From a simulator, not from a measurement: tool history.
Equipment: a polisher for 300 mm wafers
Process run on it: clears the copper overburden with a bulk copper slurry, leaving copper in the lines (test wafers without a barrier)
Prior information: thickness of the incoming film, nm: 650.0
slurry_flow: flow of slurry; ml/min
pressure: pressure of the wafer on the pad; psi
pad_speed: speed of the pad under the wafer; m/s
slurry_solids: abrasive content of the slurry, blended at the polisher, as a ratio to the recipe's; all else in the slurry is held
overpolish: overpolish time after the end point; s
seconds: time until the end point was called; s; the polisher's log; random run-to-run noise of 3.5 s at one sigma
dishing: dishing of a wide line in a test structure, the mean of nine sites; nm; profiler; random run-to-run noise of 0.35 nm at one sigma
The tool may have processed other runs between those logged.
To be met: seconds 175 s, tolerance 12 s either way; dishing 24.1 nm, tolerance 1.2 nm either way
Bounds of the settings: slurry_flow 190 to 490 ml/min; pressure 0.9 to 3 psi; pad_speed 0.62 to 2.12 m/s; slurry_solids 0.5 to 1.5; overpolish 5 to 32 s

run,hour,slurry_flow,pressure,pad_speed,slurry_solids,overpolish,seconds,dishing
1,0,315,1.9,1.36,1,16,65.281,66.911
2,4.9,315,1.5,1.36,1,16,78.717,55.505
3,5.6,315,1.5,1.36,1,9,78.483,40.241
4,7.8,315,1.4,1.26,1,9,92.9,36.606
5,11.6,315,1.3,1.2,1,9,102.25,33.34
# hour 20.6: head pressure recalibrated
6,20.6,315,1.2,1.16,1,9,131.28,28.022
7,25.8,315,0.9,1.14,1,11,171.45,25.538
8,29.2,315,0.9,1.1,1,9,179.79,21.633
9,32.8,315,0.9,1.1,1,9,181.74,20.696
10,39.9,315,0.9,1.1,1,9,178.64,21.511

Which single option among these 4 for the next run brings every result within its allowed miss of target? Just one does.
A,47,295,0.9,1,1,11,?,?
B,47,320,0.9,1.1,1.1,12,?,?
C,47,325,1.1,0.92,1.1,10,?,?
D,47,310,0.9,1,0.95,10,?,?

move,seconds,dishing
A,198.68,23.012
B,176.97,26.712
C,173.64,24.215
D,199.96,21.279
A: brings the result that was furthest off to its target, and leaves another outside
B: the result that was furthest off in the last run now lies on the other side of its target
C: in spec on every target
D: misses by more than the last run did
The move that meets every target is C.
